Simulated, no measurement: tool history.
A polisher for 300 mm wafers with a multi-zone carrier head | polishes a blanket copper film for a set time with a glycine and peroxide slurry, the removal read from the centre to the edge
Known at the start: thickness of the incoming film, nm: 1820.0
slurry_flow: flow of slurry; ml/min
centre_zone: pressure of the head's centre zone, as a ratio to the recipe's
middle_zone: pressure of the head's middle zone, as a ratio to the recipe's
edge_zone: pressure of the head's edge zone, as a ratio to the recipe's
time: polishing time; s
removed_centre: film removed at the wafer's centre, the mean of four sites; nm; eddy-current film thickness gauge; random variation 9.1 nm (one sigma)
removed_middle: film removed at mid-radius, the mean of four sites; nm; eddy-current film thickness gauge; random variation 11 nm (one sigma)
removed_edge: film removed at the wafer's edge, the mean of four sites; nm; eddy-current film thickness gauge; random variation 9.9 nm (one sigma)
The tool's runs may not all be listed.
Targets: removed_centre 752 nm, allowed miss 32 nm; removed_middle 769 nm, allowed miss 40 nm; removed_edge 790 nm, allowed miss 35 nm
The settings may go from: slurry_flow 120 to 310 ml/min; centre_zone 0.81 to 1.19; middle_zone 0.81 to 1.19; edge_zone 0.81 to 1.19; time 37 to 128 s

run  hour  slurry_flow  centre_zone  middle_zone  edge_zone  time  removed_centre  removed_middle  removed_edge
  1     0          200            1            1          1    82          564.96          580.35        564.93
  2   2.6          200            1            1       1.01    84          568.32          570.66        566.18
  3  11.4          185            1            1       1.01    84          553.79          587.03        572.46
  4  17.4          185            1            1       1.02    87           576.5          597.65        588.88
  5  26.3          185            1            1       1.03    89          581.61          621.56        611.06
  6  35.3          190         1.01            1       1.04    91          606.74          637.71        636.15
  7  41.9          195         1.02         1.01       1.05    92           624.7          642.54        629.16
  8    44          195         1.02         1.01       1.05    94          637.24          646.85        661.42
  9  51.2          195         1.02         1.02       1.05    95          651.04          674.52        670.94
 10  57.4          200         1.02         1.02       1.06    96          664.32          685.13         672.2
 11  60.3          200         1.02         1.02       1.06    97          666.97           693.5        668.83
 12    68          195         1.02         1.02       1.06    98          682.72          686.92        697.23
 13  75.8          195         1.02         1.02       1.06    99          674.77           697.3        680.62
 14  77.2          195         1.02         1.02       1.06    99          685.31          671.65        694.06

4 next moves are on the table. One of them brings every result within its allowed miss. Which?
  A  78.6          145         1.08         0.93       0.91   123               ?               ?             ?
  B  78.6          210         1.08         1.08       1.02   102               ?               ?             ?
  C  78.6          150         0.98         0.97       0.99   118               ?               ?             ?
  D  78.6          190         1.19         0.83       0.81    98               ?               ?             ?

move  removed_centre  removed_middle  removed_edge
   A          834.27          774.42         771.8
   B          737.44          770.34        702.43
   C          746.27          774.33        773.22
   D          753.37          585.77        602.77
A: brings the result that was furthest off to its target, and leaves another outside
B: nearer than the last run, and not there yet
C: meets every target
D: further off than the last run
The right move is C.

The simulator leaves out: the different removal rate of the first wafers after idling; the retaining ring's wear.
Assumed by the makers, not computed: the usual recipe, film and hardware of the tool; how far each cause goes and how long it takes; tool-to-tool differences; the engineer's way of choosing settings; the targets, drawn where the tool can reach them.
